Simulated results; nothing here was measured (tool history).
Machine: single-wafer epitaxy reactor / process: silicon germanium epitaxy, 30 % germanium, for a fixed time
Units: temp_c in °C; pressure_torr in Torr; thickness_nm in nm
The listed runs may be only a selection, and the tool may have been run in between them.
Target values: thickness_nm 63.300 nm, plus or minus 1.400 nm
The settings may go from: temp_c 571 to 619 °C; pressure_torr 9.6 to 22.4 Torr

Run 1, hour 0.0: temp_c 595 °C, pressure_torr 16.0 Torr. Result: thickness_nm 49.366 nm.
Run 2, hour 2.5: temp_c 598 °C, pressure_torr 16.1 Torr. Result: thickness_nm 52.122 nm.
Run 3, hour 11.2: temp_c 601 °C, pressure_torr 16.2 Torr. Result: thickness_nm 55.208 nm.
Run 4, hour 12.3: temp_c 601 °C, pressure_torr 15.1 Torr. Result: thickness_nm 54.055 nm.
Run 5, hour 19.5: temp_c 601 °C, pressure_torr 14.1 Torr. Result: thickness_nm 52.805 nm.
Run 6, hour 24.1: temp_c 592 °C, pressure_torr 14.1 Torr. Result: thickness_nm 45.138 nm.
Run 7, hour 31.9: temp_c 597 °C, pressure_torr 14.2 Torr. Result: thickness_nm 49.800 nm.
Run 8, hour 32.9: temp_c 600 °C, pressure_torr 14.3 Torr. Result: thickness_nm 52.611 nm.

Exercise: of the 4 proposed moves below, exactly one satisfies all targets within the stated allowed misses. Which move is it?
Run A, hour 33.9: temp_c 611 °C, pressure_torr 17.2 Torr. Result: thickness_nm ?.
Run B, hour 33.9: temp_c 609 °C, pressure_torr 16.1 Torr. Result: thickness_nm ?.
Run C, hour 33.9: temp_c 614 °C, pressure_torr 14.5 Torr. Result: thickness_nm ?.
Run D, hour 33.9: temp_c 613 °C, pressure_torr 15.1 Torr. Result: thickness_nm ?.

move  thickness_nm
   A        65.965
   B        62.739
   C        66.422
   D        65.984
A: carries the result that was furthest off beyond its target, to the other side
B: in spec on every target
C: carries the result that was furthest off beyond its target, to the other side
D: carries the result that was furthest off beyond its target, to the other side
B meets every target.

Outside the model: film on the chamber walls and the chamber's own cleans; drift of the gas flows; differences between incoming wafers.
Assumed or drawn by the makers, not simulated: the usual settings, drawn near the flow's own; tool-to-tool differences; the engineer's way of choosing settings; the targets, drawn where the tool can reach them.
